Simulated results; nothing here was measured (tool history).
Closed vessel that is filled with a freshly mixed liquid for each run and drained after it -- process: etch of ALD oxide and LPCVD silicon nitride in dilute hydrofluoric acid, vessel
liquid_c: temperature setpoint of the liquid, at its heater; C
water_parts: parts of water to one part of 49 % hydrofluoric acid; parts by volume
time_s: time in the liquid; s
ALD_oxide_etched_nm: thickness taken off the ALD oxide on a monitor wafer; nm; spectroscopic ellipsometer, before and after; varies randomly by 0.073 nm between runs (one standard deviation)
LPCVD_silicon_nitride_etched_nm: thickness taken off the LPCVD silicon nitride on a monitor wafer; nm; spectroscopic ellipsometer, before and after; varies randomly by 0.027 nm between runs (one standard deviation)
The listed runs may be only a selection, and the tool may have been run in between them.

run  hour  liquid_c  water_parts  time_s  ALD_oxide_etched_nm  LPCVD_silicon_nitride_etched_nm
  1     0        25           80      60               30.141                          0.46076
  2   5.7        26           80      60               31.426                          0.55026
  3  10.1        29           80      60               35.372                          0.62072
  4  14.6        29           80      80               47.238                          0.66011
  5  19.6        31           80      80                50.95                          0.77438
  6  26.1        29           85      80               44.137                          0.72849

Run 7 comes next. What will it give?
  7  33.5        27           90      80                    ?                                ?

{"run 7": {"ALD_oxide_etched_nm": 38.472, "LPCVD_silicon_nitride_etched_nm": 0.52125}}
